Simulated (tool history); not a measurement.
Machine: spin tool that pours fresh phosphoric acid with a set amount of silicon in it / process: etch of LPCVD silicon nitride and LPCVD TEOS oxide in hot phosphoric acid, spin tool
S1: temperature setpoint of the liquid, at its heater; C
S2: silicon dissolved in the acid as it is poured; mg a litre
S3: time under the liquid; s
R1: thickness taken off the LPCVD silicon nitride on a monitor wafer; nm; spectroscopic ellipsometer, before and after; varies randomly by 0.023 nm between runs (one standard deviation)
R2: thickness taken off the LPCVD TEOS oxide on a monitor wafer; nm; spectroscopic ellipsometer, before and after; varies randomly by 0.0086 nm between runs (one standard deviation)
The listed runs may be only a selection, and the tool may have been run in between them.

run,hour,S1,S2,S3,R1,R2
1,0,163,26,85,7.8848,0.30786
2,1.7,162.5,26,75,6.7547,0.33551
3,9.2,162.5,32,75,6.9154,0.20869
4,15.1,161.5,32,75,6.5413,0.25031
5,23.8,161,33.5,65,5.62,0.1896
6,29.9,160.5,34,60,5.1568,0.1447
7,32,160,32.5,55,4.5941,0.1443
8,39.6,160,32,50,4.1576,0.13666
9,43,160,31.5,45,3.8408,0.12576
10,47.3,160,31,45,3.7854,0.11501
11,54.6,160,30,45,3.7251,0.12904
12,60.6,159,29.5,40,3.213,0.10592

Expected results for the next run?
13,65.2,159,29,40,?,?

R1: 3.2597 nm
R2: 0.10144 nm

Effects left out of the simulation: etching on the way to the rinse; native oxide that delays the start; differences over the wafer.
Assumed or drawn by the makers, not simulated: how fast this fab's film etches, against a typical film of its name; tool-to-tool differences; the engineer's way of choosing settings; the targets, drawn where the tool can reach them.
